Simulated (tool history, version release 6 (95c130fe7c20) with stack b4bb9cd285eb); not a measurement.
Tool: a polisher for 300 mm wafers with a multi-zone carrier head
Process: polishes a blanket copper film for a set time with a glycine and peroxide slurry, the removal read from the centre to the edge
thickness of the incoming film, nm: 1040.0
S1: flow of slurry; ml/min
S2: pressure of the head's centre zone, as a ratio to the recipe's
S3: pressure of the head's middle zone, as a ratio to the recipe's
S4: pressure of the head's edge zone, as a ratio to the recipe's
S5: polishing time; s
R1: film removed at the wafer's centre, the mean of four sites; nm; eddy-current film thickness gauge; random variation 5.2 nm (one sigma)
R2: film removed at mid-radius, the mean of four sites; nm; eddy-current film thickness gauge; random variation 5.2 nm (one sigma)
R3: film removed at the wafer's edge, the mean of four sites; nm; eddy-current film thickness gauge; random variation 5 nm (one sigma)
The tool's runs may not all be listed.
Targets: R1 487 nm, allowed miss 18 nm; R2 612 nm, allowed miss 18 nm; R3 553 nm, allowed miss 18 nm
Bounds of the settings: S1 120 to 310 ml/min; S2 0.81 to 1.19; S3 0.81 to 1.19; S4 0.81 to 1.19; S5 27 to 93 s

run,hour,S1,S2,S3,S4,S5,R1,R2,R3
1,0,200,1,1,1,59,394.23,412.71,399.43
2,5.1,210,0.99,1.04,1.04,62,406.58,444.78,441.58
3,8.6,220,0.99,1.08,1.03,65,439.12,485.1,453.98
4,12.9,220,0.99,1.08,0.99,65,433.28,485.48,439.26
5,16,220,1.07,1.08,0.99,65,471.47,485.57,442.25
6,23.7,220,1.07,1,0.99,65,468.19,449.33,439.23
7,26.8,220,1.04,1.05,1.01,67,470.41,479.75,458.77
8,29,225,1.01,1.09,1.03,69,476.42,516.22,479.61
9,31.6,225,0.99,1.11,1.05,70,468.56,536.94,496.98
10,34.3,230,0.98,1.13,1.07,71,468.99,554.56,502.7

5 next moves are on the table. One of them brings every result within its allowed miss. Which?
A,37,200,0.89,1.08,1.13,76,?,?,?
B,37,210,0.95,0.95,1.14,72,?,?,?
C,37,195,0.91,1.01,1.19,81,?,?,?
D,37,155,0.89,1.13,1.14,78,?,?,?
E,37,235,0.94,1.18,1.11,76,?,?,?

move,R1,R2,R3
A,444.41,552.77,548.52
B,453.02,473.22,525.83
C,481.95,554.16,599.27
D,432.73,562.67,546.08
E,482.29,610.38,552.31
A: as far off as the last run
B: further off than the last run
C: as far off as the last run
D: nearer than the last run, and not there yet
E: meets every target
Move E is the one to make.

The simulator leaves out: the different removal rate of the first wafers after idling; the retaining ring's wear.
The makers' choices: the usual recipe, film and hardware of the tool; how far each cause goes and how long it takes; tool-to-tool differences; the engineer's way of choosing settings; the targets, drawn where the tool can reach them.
